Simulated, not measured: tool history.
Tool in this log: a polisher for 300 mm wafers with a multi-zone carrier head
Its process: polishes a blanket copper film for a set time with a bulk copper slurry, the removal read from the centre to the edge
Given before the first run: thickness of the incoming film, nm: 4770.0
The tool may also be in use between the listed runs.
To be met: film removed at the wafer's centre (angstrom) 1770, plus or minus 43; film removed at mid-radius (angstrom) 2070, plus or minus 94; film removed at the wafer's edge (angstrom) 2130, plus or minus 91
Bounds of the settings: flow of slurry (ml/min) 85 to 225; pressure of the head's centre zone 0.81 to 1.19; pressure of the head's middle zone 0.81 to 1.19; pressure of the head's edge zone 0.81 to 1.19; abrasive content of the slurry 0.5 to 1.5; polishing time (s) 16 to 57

run,hour,flow of slurry (ml/min),pressure of the head's centre zone,pressure of the head's middle zone,pressure of the head's edge zone,abrasive content of the slurry,polishing time (s),film removed at the wafer's centre (angstrom),film removed at mid-radius (angstrom),film removed at the wafer's edge (angstrom)
1,0,145,1,1,1,1,36,2090.2,2125.9,2151.2
2,8.2,135,0.98,1,1.01,1,36,2001.2,2109.5,2150.4
3,9.9,130,0.97,1,1.01,1,36,1976.3,2076.2,2090.2
4,17.4,110,0.97,1,1.01,1,36,1893.5,1983,1999.3
5,25,110,0.96,1,1.03,1,36,1842.6,1996.5,2035.1
6,28.5,110,0.95,1,1.04,1,36,1833.1,1946.4,2067.6
7,32,110,0.94,1.01,1.04,1,36,1829.7,2016,2078.4
8,39,110,0.93,1.01,1.04,1,36,1800.6,1969.8,2087.8

Of the 4 settings listed for the next run, only one would bring every result within its allowed miss of target. Which one?
A,46,85,0.97,1.19,0.87,0.75,43,?,?,?
B,46,85,1.01,0.95,1.05,0.95,38,?,?,?
C,46,120,0.89,1.19,0.88,1,36,?,?,?
D,46,130,0.84,0.99,0.98,0.95,37,?,?,?

move,film removed at the wafer's centre (angstrom),film removed at mid-radius (angstrom),film removed at the wafer's edge (angstrom)
A,1885.8,2310.9,1979.6
B,1821.5,1798.9,2021.6
C,1777.4,2316.6,1919.4
D,1750.4,2074.2,2085.3
A: the result that was furthest off in the last run now lies on the other side of its target
B: further off than the last run
C: the result that was furthest off in the last run now lies on the other side of its target
D: all results land within tolerance of their targets
The move that meets every target is D.
